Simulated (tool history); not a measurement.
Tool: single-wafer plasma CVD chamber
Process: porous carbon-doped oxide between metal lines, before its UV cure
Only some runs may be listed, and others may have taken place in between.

run,hour,heater temperature setpoint (K),RF power (kW),deposition time (s),mean film thickness on the monitor wafer (nm)
1,0,558.15,0.635,45.2,296.85
2,3.2,558.15,0.725,45.2,316.68
3,10.8,558.15,0.725,45.2,315.89
4,17.4,564.15,0.69,45.2,294.95
5,24.8,564.15,0.765,45.2,310.39
6,29.3,569.15,0.735,45.2,296.91
7,31.9,573.15,0.705,45.2,278.68
8,38.1,575.15,0.695,45.2,276.08

Run 9 has not been measured yet. What should we expect?
9,40.9,577.15,0.68,45.2,?

{"run 9": {"mean film thickness on the monitor wafer (nm)": 267.95}}
